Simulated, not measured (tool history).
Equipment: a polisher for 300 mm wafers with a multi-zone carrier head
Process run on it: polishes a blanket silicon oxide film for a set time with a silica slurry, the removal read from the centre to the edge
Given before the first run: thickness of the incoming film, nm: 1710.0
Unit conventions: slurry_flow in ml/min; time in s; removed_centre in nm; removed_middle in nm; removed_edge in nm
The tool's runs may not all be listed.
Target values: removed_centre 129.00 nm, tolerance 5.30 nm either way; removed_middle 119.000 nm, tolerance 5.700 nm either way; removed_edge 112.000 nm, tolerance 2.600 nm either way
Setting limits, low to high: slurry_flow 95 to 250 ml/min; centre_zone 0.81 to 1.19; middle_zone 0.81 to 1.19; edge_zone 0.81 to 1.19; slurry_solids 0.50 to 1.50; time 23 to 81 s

run,hour,slurry_flow,centre_zone,middle_zone,edge_zone,slurry_solids,time,removed_centre,removed_middle,removed_edge
1,0.0,160,1.00,1.00,1.00,1.00,52,125.58,127.620,131.580
2,6.9,180,1.00,1.00,1.00,1.00,52,131.09,128.500,130.780
3,9.2,185,1.01,1.00,0.96,0.95,52,129.22,122.940,126.260
4,10.2,185,1.01,1.00,0.96,0.95,43,106.14,102.810,103.990
5,15.6,185,1.01,1.00,0.96,0.85,43,100.75,97.356,97.879
6,23.7,195,1.05,1.03,1.00,0.90,43,108.75,104.840,103.240
7,31.5,205,1.08,1.05,1.02,0.90,43,112.99,106.640,104.590
8,38.9,210,1.11,1.07,1.04,0.90,43,115.73,105.460,106.960
9,46.5,220,1.12,1.10,1.03,0.95,43,124.69,110.220,110.040
10,52.6,225,1.11,1.13,1.02,0.95,43,121.32,112.600,109.440
11,54.3,230,1.12,1.15,1.01,0.95,43,125.78,115.150,109.270
12,57.5,235,1.12,1.16,1.01,0.95,43,124.35,117.090,109.200

4 candidate next runs follow, results not yet known. Just one meets every target within its allowed miss. Identify it.
A,60.7,240,1.14,1.13,1.00,0.85,47,?,?,?
B,60.7,200,1.16,1.14,0.92,0.85,47,?,?,?
C,60.7,230,1.12,1.03,0.99,0.95,43,?,?,?
D,60.7,230,1.06,1.11,1.03,1.05,40,?,?,?

move,removed_centre,removed_middle,removed_edge
A,131.86,119.240,111.710
B,130.48,116.950,106.400
C,126.02,109.220,108.660
D,117.30,112.900,108.340
A: each result inside its tolerance
B: misses by more than the last run did
C: misses by more than the last run did
D: misses by more than the last run did
The right move is A.
